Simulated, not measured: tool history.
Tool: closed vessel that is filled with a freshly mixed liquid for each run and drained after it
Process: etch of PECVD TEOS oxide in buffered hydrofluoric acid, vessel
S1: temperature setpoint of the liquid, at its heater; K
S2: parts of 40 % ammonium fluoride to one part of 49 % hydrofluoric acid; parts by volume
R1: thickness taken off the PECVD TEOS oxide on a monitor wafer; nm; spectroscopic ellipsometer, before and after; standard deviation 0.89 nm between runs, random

{"run": 1, "hour": 0.0, "S1": 293.15, "S2": 8.5, "time in the liquid (s)": 95, "R1": 187.44}
{"run": 2, "hour": 1.8, "S1": 293.15, "S2": 7.5, "time in the liquid (s)": 95, "R1": 214.05}
{"run": 3, "hour": 10.6, "S1": 293.15, "S2": 7.5, "time in the liquid (s)": 95, "R1": 212.63}
{"run": 4, "hour": 14.7, "S1": 293.15, "S2": 7.5, "time in the liquid (s)": 105, "R1": 234.86}
{"run": 5, "hour": 19.2, "S1": 293.15, "S2": 9.0, "time in the liquid (s)": 105, "R1": 195.18}
{"run": 6, "hour": 20.4, "S1": 293.15, "S2": 9.0, "time in the liquid (s)": 105, "R1": 194.3}
{"run": 7, "hour": 26.2, "S1": 293.15, "S2": 9.0, "time in the liquid (s)": 105, "R1": 193.41}
{"run": 8, "hour": 30.3, "S1": 292.65, "S2": 9.0, "time in the liquid (s)": 105, "R1": 187.77}

Expected results for the next run?
{"run": 9, "hour": 38.4, "S1": 292.15, "S2": 9.0, "time in the liquid (s)": 105, "R1": "?"}

R1: 185.44 nm

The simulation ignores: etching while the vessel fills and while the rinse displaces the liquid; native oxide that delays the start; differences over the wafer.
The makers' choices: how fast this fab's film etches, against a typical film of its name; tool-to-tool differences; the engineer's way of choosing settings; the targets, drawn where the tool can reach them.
